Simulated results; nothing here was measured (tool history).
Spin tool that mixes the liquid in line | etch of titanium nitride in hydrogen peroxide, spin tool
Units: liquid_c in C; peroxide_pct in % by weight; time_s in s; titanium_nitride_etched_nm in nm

Run 1, hour 0: liquid_c 48 C, peroxide_pct 18.5 % by weight, time_s 250 s. Result: titanium_nitride_etched_nm 10.381 nm.
Run 2, hour 2: liquid_c 49.5 C, peroxide_pct 18.5 % by weight, time_s 250 s. Result: titanium_nitride_etched_nm 11.68 nm.
Run 3, hour 4.2: liquid_c 52.5 C, peroxide_pct 18.5 % by weight, time_s 250 s. Result: titanium_nitride_etched_nm 14.414 nm.
Run 4, hour 9.2: liquid_c 52.5 C, peroxide_pct 18.5 % by weight, time_s 250 s. Result: titanium_nitride_etched_nm 14.145 nm.
Run 5, hour 16.6: liquid_c 52.5 C, peroxide_pct 20 % by weight, time_s 250 s. Result: titanium_nitride_etched_nm 14.493 nm.
Run 6, hour 18.5: liquid_c 52.5 C, peroxide_pct 21.5 % by weight, time_s 250 s. Result: titanium_nitride_etched_nm 14.901 nm.

Run 7 comes next. What will it give?
Run 7, hour 26.9: liquid_c 53.5 C, peroxide_pct 21.5 % by weight, time_s 250 s. Result: titanium_nitride_etched_nm ?.

{"run 7": {"titanium_nitride_etched_nm": 15.724}}

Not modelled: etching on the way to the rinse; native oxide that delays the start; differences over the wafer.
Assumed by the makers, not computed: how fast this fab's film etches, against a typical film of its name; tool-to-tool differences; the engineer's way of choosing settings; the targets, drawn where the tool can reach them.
